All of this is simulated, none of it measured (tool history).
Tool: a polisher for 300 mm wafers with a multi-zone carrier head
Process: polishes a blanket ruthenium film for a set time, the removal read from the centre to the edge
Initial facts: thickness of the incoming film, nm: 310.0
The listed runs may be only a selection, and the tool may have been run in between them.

| run | hour | flow of slurry (ml/min) | pressure of the head's centre zone | pressure of the head's middle zone | pressure of the head's edge zone | polishing time (s) | film removed at the wafer's centre (Å) | film removed at mid-radius (Å) | film removed at the wafer's edge (Å) |
|---|---|---|---|---|---|---|---|---|---|
| 1 | 0 | 220 | 1 | 1 | 1 | 50 | 296.14 | 280.05 | 286.67 |
| 2 | 2.9 | 220 | 1.05 | 1 | 1 | 50 | 306.87 | 283.13 | 292.69 |
| 3 | 7.3 | 220 | 0.96 | 1 | 1 | 50 | 288.58 | 291.22 | 299.58 |
| 4 | 10 | 220 | 0.96 | 1 | 1 | 57 | 324.14 | 335.76 | 330.93 |
| 5 | 18.9 | 215 | 0.96 | 0.99 | 0.99 | 53 | 291.63 | 300.37 | 307.02 |
| 6 | 24.4 | 215 | 0.97 | 0.98 | 0.98 | 50 | 289.27 | 281.88 | 288.9 |
| 7 | 33.3 | 210 | 0.97 | 0.97 | 0.98 | 47 | 266.9 | 260.31 | 268.41 |
| 8 | 41.5 | 205 | 0.97 | 0.95 | 0.98 | 45 | 259.66 | 245.28 | 260.83 |

What does the tool deliver on the next run?
| 9 | 46.2 | 185 | 0.96 | 0.85 | 0.94 | 31 | ? | ? | ? |

film removed at the wafer's centre (Å): 165.03
film removed at mid-radius (Å): 150.32
film removed at the wafer's edge (Å): 174.33

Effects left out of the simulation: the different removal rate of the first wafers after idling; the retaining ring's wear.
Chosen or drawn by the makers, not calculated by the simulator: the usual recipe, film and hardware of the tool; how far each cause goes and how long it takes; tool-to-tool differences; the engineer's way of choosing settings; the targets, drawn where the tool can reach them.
